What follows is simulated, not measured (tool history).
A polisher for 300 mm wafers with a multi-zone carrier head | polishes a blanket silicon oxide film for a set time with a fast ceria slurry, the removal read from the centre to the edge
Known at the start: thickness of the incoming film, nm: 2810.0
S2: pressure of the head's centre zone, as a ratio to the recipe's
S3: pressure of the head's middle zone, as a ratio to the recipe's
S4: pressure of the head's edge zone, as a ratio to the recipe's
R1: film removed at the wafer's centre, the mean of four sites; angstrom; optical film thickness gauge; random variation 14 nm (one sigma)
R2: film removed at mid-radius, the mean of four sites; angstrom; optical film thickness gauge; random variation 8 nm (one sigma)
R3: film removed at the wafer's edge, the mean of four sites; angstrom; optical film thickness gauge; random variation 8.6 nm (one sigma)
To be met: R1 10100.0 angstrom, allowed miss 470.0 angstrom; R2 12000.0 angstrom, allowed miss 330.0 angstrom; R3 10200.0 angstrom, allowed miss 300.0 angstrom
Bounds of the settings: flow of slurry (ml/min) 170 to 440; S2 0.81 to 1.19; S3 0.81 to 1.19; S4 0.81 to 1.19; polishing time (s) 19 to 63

run 1 hour=0.0 | flow_of_slurry_(ml/min)=280 S2=1.00 S3=1.00 S4=1.00 polishing_time_(s)=41 | R1=7517.8 R2=7809.0 R3=7645.2
run 2 hour=2.2 | flow_of_slurry_(ml/min)=290 S2=1.01 S3=1.04 S4=1.01 polishing_time_(s)=43 | R1=8128.2 R2=8322.1 R3=8018.4
run 3 hour=9.0 | flow_of_slurry_(ml/min)=290 S2=1.01 S3=1.04 S4=1.01 polishing_time_(s)=48 | R1=9137.2 R2=9270.5 R3=8937.5
run 4 hour=16.0 | flow_of_slurry_(ml/min)=290 S2=1.07 S3=1.04 S4=1.01 polishing_time_(s)=48 | R1=9853.3 R2=9453.9 R3=8908.3
run 5 hour=20.2 | flow_of_slurry_(ml/min)=290 S2=1.07 S3=1.01 S4=1.01 polishing_time_(s)=48 | R1=9815.9 R2=9121.9 R3=9007.9
run 6 hour=24.1 | flow_of_slurry_(ml/min)=290 S2=1.05 S3=1.05 S4=1.02 polishing_time_(s)=49 | R1=9588.8 R2=9577.3 R3=9249.5
run 7 hour=31.9 | flow_of_slurry_(ml/min)=295 S2=1.04 S3=1.08 S4=1.01 polishing_time_(s)=50 | R1=9705.2 R2=10074.0 R3=9322.1
run 8 hour=40.4 | flow_of_slurry_(ml/min)=300 S2=1.04 S3=1.10 S4=1.01 polishing_time_(s)=51 | R1=10045.0 R2=10397.0 R3=9560.5

Which of these 4 next moves meets every target?
run A hour=48.9 | flow_of_slurry_(ml/min)=355 S2=1.19 S3=0.96 S4=1.13 polishing_time_(s)=44 | R1=? R2=? R3=?
run B hour=48.9 | flow_of_slurry_(ml/min)=340 S2=1.01 S3=0.94 S4=1.18 polishing_time_(s)=52 | R1=? R2=? R3=?
run C hour=48.9 | flow_of_slurry_(ml/min)=270 S2=1.04 S3=0.97 S4=1.12 polishing_time_(s)=50 | R1=? R2=? R3=?
run D hour=48.9 | flow_of_slurry_(ml/min)=250 S2=0.96 S3=1.19 S4=0.98 polishing_time_(s)=57 | R1=? R2=? R3=?

move=A R1=10142.0 R2=8340.3 R3=8791.2
move=B R1=10117.0 R2=9693.4 R3=10596.0
move=C R1=9756.3 R2=9285.9 R3=9731.9
move=D R1=10163.0 R2=12054.0 R3=10286.0
A: further off than the last run
B: further off than the last run
C: further off than the last run
D: meets every target
Answer: D
